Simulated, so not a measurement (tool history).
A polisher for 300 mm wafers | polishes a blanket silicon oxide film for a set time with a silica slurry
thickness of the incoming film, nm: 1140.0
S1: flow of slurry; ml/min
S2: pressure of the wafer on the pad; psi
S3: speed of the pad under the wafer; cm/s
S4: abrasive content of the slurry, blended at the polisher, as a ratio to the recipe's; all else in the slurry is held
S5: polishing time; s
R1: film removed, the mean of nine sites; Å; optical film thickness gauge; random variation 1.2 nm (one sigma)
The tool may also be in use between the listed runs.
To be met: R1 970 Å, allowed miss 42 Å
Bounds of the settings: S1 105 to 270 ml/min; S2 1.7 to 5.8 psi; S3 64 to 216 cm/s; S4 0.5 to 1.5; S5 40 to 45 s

Run 1, day 0: S1 175 ml/min, S2 3.7 psi, S3 140 cm/s, S4 1, S5 45 s. Result: R1 1401.8 Å.
Run 2, day 0.304: S1 195 ml/min, S2 3.7 psi, S3 140 cm/s, S4 1, S5 45 s. Result: R1 1409.7 Å.
Run 3, day 0.5: S1 195 ml/min, S2 3.7 psi, S3 160 cm/s, S4 1, S5 45 s. Result: R1 1558.8 Å.
Run 4, day 0.838: S1 195 ml/min, S2 4.6 psi, S3 160 cm/s, S4 1, S5 45 s. Result: R1 1946.2 Å.
Run 5, day 1.083: S1 195 ml/min, S2 5.1 psi, S3 160 cm/s, S4 1, S5 45 s. Result: R1 2127.4 Å.
Run 6, day 1.167: S1 195 ml/min, S2 4.4 psi, S3 156 cm/s, S4 1, S5 45 s. Result: R1 1813.1 Å.
Run 7, day 1.404: S1 195 ml/min, S2 3.9 psi, S3 154 cm/s, S4 1, S5 45 s. Result: R1 1589.7 Å.
Run 8, day 1.688: S1 195 ml/min, S2 3.5 psi, S3 152 cm/s, S4 1, S5 45 s. Result: R1 1434.7 Å.
Run 9, day 1.717: S1 195 ml/min, S2 3.2 psi, S3 150 cm/s, S4 1, S5 45 s. Result: R1 1299.4 Å.

4 next moves are on the table. One of them brings every result within its allowed miss. Which?
Run A, day 1.746: S1 215 ml/min, S2 3.6 psi, S3 178 cm/s, S4 1, S5 45 s. Result: R1 ?.
Run B, day 1.746: S1 235 ml/min, S2 3.9 psi, S3 146 cm/s, S4 1.25, S5 45 s. Result: R1 ?.
Run C, day 1.746: S1 155 ml/min, S2 3.3 psi, S3 186 cm/s, S4 1.2, S5 45 s. Result: R1 ?.
Run D, day 1.746: S1 190 ml/min, S2 3.4 psi, S3 114 cm/s, S4 0.95, S5 40 s. Result: R1 ?.

move      R1
   A  1650.8
   B  1669.8
   C  1602.5
   D  937.76
A: further off than the last run
B: further off than the last run
C: further off than the last run
D: meets every target
Answer: D
